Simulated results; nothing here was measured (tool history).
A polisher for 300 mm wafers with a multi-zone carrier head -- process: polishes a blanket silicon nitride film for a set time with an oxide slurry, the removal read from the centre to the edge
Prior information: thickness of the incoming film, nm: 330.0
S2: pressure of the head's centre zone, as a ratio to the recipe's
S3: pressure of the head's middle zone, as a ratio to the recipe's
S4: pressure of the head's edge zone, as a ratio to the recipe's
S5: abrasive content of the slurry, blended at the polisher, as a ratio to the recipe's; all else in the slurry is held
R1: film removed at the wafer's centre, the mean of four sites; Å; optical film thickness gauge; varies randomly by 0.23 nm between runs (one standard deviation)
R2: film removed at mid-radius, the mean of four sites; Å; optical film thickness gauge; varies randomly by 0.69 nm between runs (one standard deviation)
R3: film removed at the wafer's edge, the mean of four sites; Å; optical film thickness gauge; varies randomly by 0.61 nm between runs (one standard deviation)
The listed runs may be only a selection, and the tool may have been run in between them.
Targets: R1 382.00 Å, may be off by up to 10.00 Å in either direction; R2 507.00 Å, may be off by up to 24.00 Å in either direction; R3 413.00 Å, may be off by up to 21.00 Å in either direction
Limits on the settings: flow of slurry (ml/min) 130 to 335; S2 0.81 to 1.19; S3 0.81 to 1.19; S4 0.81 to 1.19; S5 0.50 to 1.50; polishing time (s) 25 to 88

run 1 hour=0.0 | flow_of_slurry_(ml/min)=215 S2=1.00 S3=1.00 S4=1.00 S5=1.00 polishing_time_(s)=56 | R1=335.44 R2=340.43 R3=344.49
run 2 hour=7.5 | flow_of_slurry_(ml/min)=215 S2=1.00 S3=0.92 S4=1.00 S5=1.00 polishing_time_(s)=56 | R1=337.21 R2=309.94 R3=343.56
run 3 hour=8.9 | flow_of_slurry_(ml/min)=265 S2=1.00 S3=0.92 S4=1.00 S5=1.00 polishing_time_(s)=56 | R1=355.78 R2=335.93 R3=364.06
run 4 hour=11.6 | flow_of_slurry_(ml/min)=265 S2=0.94 S3=0.92 S4=1.00 S5=1.00 polishing_time_(s)=56 | R1=332.36 R2=330.66 R3=357.36
run 5 hour=19.2 | flow_of_slurry_(ml/min)=265 S2=0.94 S3=0.97 S4=1.00 S5=1.00 polishing_time_(s)=56 | R1=332.68 R2=339.14 R3=355.95
run 6 hour=21.6 | flow_of_slurry_(ml/min)=305 S2=0.94 S3=0.97 S4=1.00 S5=1.00 polishing_time_(s)=56 | R1=344.54 R2=349.88 R3=363.56
run 7 hour=25.3 | flow_of_slurry_(ml/min)=300 S2=0.91 S3=1.03 S4=0.97 S5=1.15 polishing_time_(s)=56 | R1=350.24 R2=395.91 R3=377.02
run 8 hour=31.4 | flow_of_slurry_(ml/min)=300 S2=0.91 S3=1.03 S4=0.97 S5=1.15 polishing_time_(s)=56 | R1=350.82 R2=390.38 R3=377.49
run 9 hour=38.6 | flow_of_slurry_(ml/min)=300 S2=0.90 S3=1.08 S4=0.96 S5=1.25 polishing_time_(s)=56 | R1=358.20 R2=418.85 R3=394.91

Which one of the following 4 next-run settings gets every result inside its allowed miss? There is exactly one.
run A hour=45.8 | flow_of_slurry_(ml/min)=260 S2=0.87 S3=1.19 S4=0.88 S5=1.00 polishing_time_(s)=70 | R1=? R2=? R3=?
run B hour=45.8 | flow_of_slurry_(ml/min)=265 S2=0.82 S3=1.02 S4=1.11 S5=1.40 polishing_time_(s)=60 | R1=? R2=? R3=?
run C hour=45.8 | flow_of_slurry_(ml/min)=330 S2=0.83 S3=1.13 S4=1.00 S5=1.45 polishing_time_(s)=60 | R1=? R2=? R3=?
run D hour=45.8 | flow_of_slurry_(ml/min)=330 S2=1.02 S3=1.14 S4=0.87 S5=1.20 polishing_time_(s)=56 | R1=? R2=? R3=?

move=A R1=384.44 R2=503.43 R3=415.44
move=B R1=357.57 R2=437.45 R3=459.43
move=C R1=383.31 R2=501.53 R3=454.05
move=D R1=409.46 R2=438.04 R3=369.12
A: meets every target
B: nearer than the last run, and not there yet
C: puts the biggest miss on target and leaves a different result outside tolerance
D: nearer than the last run, and not there yet
Correct choice: A, which meets every target
